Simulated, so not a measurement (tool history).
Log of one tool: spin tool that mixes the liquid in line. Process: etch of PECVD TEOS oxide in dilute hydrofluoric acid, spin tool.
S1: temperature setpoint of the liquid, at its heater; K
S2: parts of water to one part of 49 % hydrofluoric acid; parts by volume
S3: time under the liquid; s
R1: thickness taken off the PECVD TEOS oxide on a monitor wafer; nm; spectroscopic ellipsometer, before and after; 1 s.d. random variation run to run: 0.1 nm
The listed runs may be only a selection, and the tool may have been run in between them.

run	hour	S1	S2	S3	R1
1	0.0	299.15	200	300	18.532
2	1.5	299.15	200	300	18.556
3	2.7	299.15	200	300	18.555
4	10.7	300.15	195	300	19.949
5	17.1	302.65	195	300	21.721
6	24.6	300.65	195	300	20.245
7	31.0	301.15	190	300	21.351
8	37.4	301.65	185	300	22.327

Expected results for the next run?
9	46.1	305.65	155	300	?

{"run 9": {"R1": 31.933}}
